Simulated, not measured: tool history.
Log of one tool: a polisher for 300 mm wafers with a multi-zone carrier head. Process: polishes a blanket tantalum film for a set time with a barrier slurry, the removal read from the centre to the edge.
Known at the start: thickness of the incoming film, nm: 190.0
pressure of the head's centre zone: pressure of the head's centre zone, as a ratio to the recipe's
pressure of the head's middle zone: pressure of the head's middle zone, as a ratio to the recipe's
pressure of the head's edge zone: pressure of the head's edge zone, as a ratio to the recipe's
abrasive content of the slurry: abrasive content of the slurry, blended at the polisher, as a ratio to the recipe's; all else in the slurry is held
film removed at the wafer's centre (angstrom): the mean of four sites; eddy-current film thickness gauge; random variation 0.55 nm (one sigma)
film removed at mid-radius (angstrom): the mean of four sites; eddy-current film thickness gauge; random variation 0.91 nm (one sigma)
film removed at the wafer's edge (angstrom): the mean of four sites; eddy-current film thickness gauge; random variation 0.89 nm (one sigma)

run  hour  flow of slurry (ml/min)  pressure of the head's centre zone  pressure of the head's middle zone  pressure of the head's edge zone  abrasive content of the slurry  polishing time (s)  film removed at the wafer's centre (angstrom)  film removed at mid-radius (angstrom)  film removed at the wafer's edge (angstrom)
  1   0.0                      130                                1.00                                1.00                              1.00                            1.00                  75                                         549.86                                 549.89                                       557.03
  2   3.1                      130                                1.00                                1.00                              1.00                            0.85                  75                                         534.69                                 535.24                                       534.52
  3  10.3                      130                                1.00                                1.00                              1.04                            0.85                  75                                         528.50                                 531.87                                       539.56
  4  16.7                      110                                1.00                                1.00                              1.04                            0.85                  75                                         510.36                                 510.08                                       533.66
  5  17.7                      115                                1.01                                1.00                              1.05                            0.90                  75                                         531.94                                 530.22                                       549.24
  6  22.4                      115                                1.01                                1.00                              1.05                            0.90                  85                                         602.20                                 586.90                                       631.15

Forecast run 7:
  7  28.6                      120                                1.01                                1.00                              1.05                            0.90                  85                                              ?                                      ?                                            ?

Run 7 gave film removed at the wafer's centre (angstrom) 607.00, film removed at mid-radius (angstrom) 598.60, film removed at the wafer's edge (angstrom) 629.91.
